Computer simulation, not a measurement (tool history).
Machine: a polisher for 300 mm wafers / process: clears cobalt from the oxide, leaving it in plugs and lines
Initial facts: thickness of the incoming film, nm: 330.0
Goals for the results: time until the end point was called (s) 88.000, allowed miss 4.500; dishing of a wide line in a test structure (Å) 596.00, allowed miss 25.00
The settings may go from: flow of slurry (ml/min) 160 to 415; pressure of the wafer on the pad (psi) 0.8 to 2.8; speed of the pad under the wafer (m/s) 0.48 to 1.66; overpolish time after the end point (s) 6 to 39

| run | hour | flow of slurry (ml/min) | pressure of the wafer on the pad (psi) | speed of the pad under the wafer (m/s) | overpolish time after the end point (s) | time until the end point was called (s) | dishing of a wide line in a test structure (Å) |
|---|---|---|---|---|---|---|---|
| 1 | 0.0 | 265 | 1.8 | 1.06 | 20 | 59.993 | 635.21 |
| 2 | 2.1 | 265 | 1.8 | 0.86 | 20 | 72.048 | 572.18 |
| 3 | 7.4 | 265 | 1.8 | 1.08 | 20 | 59.204 | 625.67 |
| 4 | 15.2 | 265 | 1.8 | 1.08 | 14 | 59.352 | 525.32 |
| 5 | 17.8 | 265 | 1.7 | 1.08 | 15 | 62.584 | 538.90 |
| 6 | 20.2 | 265 | 1.6 | 1.08 | 16 | 65.014 | 527.90 |
| 7 | 27.9 | 265 | 1.6 | 1.06 | 17 | 66.933 | 555.63 |
| 8 | 32.9 | 265 | 1.5 | 1.06 | 18 | 70.659 | 542.23 |
| 9 | 35.4 | 265 | 1.1 | 1.00 | 28 | 103.080 | 570.90 |
| 10 | 41.3 | 265 | 1.2 | 1.00 | 27 | 94.551 | 598.05 |

Below are 5 possible settings for the next run. Only one of them brings all results inside the allowed miss of their targets. Which is it?
| A | 47.2 | 305 | 1.3 | 0.84 | 39 | ? | ? |
| B | 47.2 | 270 | 1.3 | 1.00 | 32 | ? | ? |
| C | 47.2 | 235 | 1.3 | 0.88 | 38 | ? | ? |
| D | 47.2 | 300 | 0.9 | 1.32 | 33 | ? | ? |
| E | 47.2 | 270 | 1.5 | 0.84 | 27 | ? | ? |

| move | time until the end point was called (s) | dishing of a wide line in a test structure (Å) |
|---|---|---|
| A | 102.900 | 666.49 |
| B | 88.054 | 653.99 |
| C | 101.290 | 663.39 |
| D | 94.328 | 644.80 |
| E | 90.801 | 599.54 |
A: misses by more than the last run did
B: brings the result that was furthest off to its target, and leaves another outside
C: misses by more than the last run did
D: misses by more than the last run did
E: all results in spec
Answer: E
